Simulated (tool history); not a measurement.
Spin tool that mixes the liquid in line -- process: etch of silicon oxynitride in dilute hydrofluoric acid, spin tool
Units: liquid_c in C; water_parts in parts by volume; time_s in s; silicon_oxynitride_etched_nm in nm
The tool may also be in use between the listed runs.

run 1 hour=0 | liquid_c=24 water_parts=60 time_s=285 | silicon_oxynitride_etched_nm=7.377
run 2 hour=0.5 | liquid_c=22.5 water_parts=60 time_s=285 | silicon_oxynitride_etched_nm=6.8022
run 3 hour=8.4 | liquid_c=22.5 water_parts=50 time_s=285 | silicon_oxynitride_etched_nm=8.2867
run 4 hour=16.7 | liquid_c=21 water_parts=50 time_s=285 | silicon_oxynitride_etched_nm=7.7393
run 5 hour=20.4 | liquid_c=19.5 water_parts=50 time_s=285 | silicon_oxynitride_etched_nm=7.1297
run 6 hour=25.1 | liquid_c=19.5 water_parts=50 time_s=305 | silicon_oxynitride_etched_nm=7.6731
run 7 hour=27.1 | liquid_c=18.5 water_parts=50 time_s=305 | silicon_oxynitride_etched_nm=7.33

Run 8, settings as shown, results not yet in. Your forecast:
run 8 hour=31.1 | liquid_c=18 water_parts=55 time_s=305 | silicon_oxynitride_etched_nm=?

{"run 8": {"silicon_oxynitride_etched_nm": 6.4439}}

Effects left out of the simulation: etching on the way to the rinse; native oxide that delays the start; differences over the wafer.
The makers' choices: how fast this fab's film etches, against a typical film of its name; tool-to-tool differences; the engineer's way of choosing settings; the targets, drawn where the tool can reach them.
